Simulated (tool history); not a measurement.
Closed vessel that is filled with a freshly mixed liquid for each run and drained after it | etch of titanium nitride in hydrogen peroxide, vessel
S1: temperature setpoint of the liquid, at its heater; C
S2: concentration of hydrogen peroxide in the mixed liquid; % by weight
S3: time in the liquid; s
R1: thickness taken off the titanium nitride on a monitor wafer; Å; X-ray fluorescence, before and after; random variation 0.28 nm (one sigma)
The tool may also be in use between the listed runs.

Run 1, day 0.000: S1 50.0 C, S2 18.5 % by weight, S3 1295 s. Result: R1 510.59 Å.
Run 2, day 0.062: S1 45.0 C, S2 18.5 % by weight, S3 1295 s. Result: R1 353.68 Å.
Run 3, day 0.117: S1 45.0 C, S2 18.5 % by weight, S3 1385 s. Result: R1 377.69 Å.
Run 4, day 0.317: S1 45.0 C, S2 18.5 % by weight, S3 1385 s. Result: R1 380.96 Å.
Run 5, day 0.625: S1 42.5 C, S2 18.5 % by weight, S3 1385 s. Result: R1 314.51 Å.
Run 6, day 0.796: S1 42.5 C, S2 16.5 % by weight, S3 1385 s. Result: R1 306.45 Å.

Run 7 comes next. What will it give?
Run 7, day 1.004: S1 50.5 C, S2 17.0 % by weight, S3 1385 s. Result: R1 ?.

R1: 556.13 Å
